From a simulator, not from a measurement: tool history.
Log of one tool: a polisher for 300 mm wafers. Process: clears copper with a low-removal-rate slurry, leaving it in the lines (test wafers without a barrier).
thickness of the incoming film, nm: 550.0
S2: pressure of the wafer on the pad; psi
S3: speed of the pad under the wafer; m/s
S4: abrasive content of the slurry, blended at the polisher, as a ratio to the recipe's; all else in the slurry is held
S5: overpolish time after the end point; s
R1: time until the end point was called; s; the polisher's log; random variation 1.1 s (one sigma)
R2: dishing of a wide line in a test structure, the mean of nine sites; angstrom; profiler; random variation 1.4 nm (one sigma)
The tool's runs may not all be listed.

run 1 hour=0 | flow_of_slurry_(ml/min)=160 S2=3.9 S3=1.38 S4=1 S5=30 | R1=128.51 R2=626.76
run 2 hour=3.6 | flow_of_slurry_(ml/min)=140 S2=3.9 S3=1.38 S4=1 S5=30 | R1=134.07 R2=598.22
run 3 hour=9.6 | flow_of_slurry_(ml/min)=110 S2=3.9 S3=1.38 S4=1 S5=30 | R1=147.86 R2=578.88
run 4 hour=14.6 | flow_of_slurry_(ml/min)=110 S2=3.9 S3=1.38 S4=0.9 S5=30 | R1=147.31 R2=597.97
run 5 hour=22 | flow_of_slurry_(ml/min)=110 S2=3.9 S3=1.72 S4=0.9 S5=30 | R1=126.49 R2=642.71
run 6 hour=25.9 | flow_of_slurry_(ml/min)=110 S2=3.9 S3=1.72 S4=0.7 S5=30 | R1=132.31 R2=595.71
run 7 hour=34.9 | flow_of_slurry_(ml/min)=110 S2=3.9 S3=1.72 S4=0.7 S5=30 | R1=131.59 R2=635.38
run 8 hour=41.9 | flow_of_slurry_(ml/min)=125 S2=4 S3=1.72 S4=0.7 S5=30 | R1=124.33 R2=634.35
run 9 hour=48 | flow_of_slurry_(ml/min)=135 S2=4.1 S3=1.72 S4=0.7 S5=30 | R1=116.79 R2=651.89
run 10 hour=51.9 | flow_of_slurry_(ml/min)=145 S2=4.2 S3=1.72 S4=0.7 S5=30 | R1=116.26 R2=676.44
run 11 hour=53.1 | flow_of_slurry_(ml/min)=155 S2=4.3 S3=1.72 S4=0.7 S5=29 | R1=112.62 R2=683.92
-- hour=55.9 slurry nozzle cleaned
run 12 hour=55.9 | flow_of_slurry_(ml/min)=160 S2=4.4 S3=1.72 S4=0.7 S5=28 | R1=102.83 R2=704.76

Forecast run 13:
run 13 hour=63.9 | flow_of_slurry_(ml/min)=165 S2=4.4 S3=1.72 S4=0.7 S5=28 | R1=? R2=?

{"run 13": {"R1": 107.41, "R2": 696.3}}
